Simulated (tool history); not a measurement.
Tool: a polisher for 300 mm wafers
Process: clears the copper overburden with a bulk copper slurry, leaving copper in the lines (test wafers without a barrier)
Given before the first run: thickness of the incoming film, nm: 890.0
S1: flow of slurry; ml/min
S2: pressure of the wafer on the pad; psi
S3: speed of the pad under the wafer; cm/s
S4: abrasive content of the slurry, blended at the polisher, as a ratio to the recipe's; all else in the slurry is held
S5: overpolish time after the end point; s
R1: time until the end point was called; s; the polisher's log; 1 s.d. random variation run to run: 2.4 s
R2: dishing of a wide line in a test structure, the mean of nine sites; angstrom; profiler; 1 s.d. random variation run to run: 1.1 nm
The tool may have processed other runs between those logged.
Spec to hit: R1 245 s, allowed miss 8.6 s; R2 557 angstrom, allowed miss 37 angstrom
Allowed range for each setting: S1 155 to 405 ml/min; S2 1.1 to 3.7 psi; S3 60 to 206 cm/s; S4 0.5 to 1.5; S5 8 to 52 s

run  hour   S1   S2   S3  S4  S5      R1      R2
  1     0  260  2.4  132   1  26  88.685  1168.8
  2   1.3  320  2.4  132   1  26   86.76  1169.1
  3   3.1  320    2  112   1  23  119.82  906.65
  4   6.8  320  2.2  112   1  23  108.45  970.81
  5     9  315  1.9   98   1  22  140.87  787.58
  6  13.4  310  1.7   92   1  23  166.88   744.4
  7  19.6  295  1.5   90   1  22  191.87  633.74
  8    22  270  1.4   90   1  23  210.27  613.45
  9  25.7  245  1.4   90   1  23  208.85  592.61

Which of these 5 next moves meets every target?
  A  29.4  245  1.2  100  1.05  30   ?   ?
  B  29.4  265  1.6   86   1.1  21   ?   ?
  C  29.4  280  1.5  104  1.05  19   ?   ?
  D  29.4  230  1.2  116  1.25  18   ?   ?
  E  29.4  210  1.6   74  0.75  24   ?   ?

move      R1      R2
   A  217.87  664.44
   B  185.81  614.54
   C   167.8  609.43
   D  181.41  537.89
   E  248.09  549.87
A: closer than the last run, but not yet in spec
B: lands further from the targets than the last run did
C: lands further from the targets than the last run did
D: lands further from the targets than the last run did
E: all results land within tolerance of their targets
So the answer is move E, the one that meets all the targets.

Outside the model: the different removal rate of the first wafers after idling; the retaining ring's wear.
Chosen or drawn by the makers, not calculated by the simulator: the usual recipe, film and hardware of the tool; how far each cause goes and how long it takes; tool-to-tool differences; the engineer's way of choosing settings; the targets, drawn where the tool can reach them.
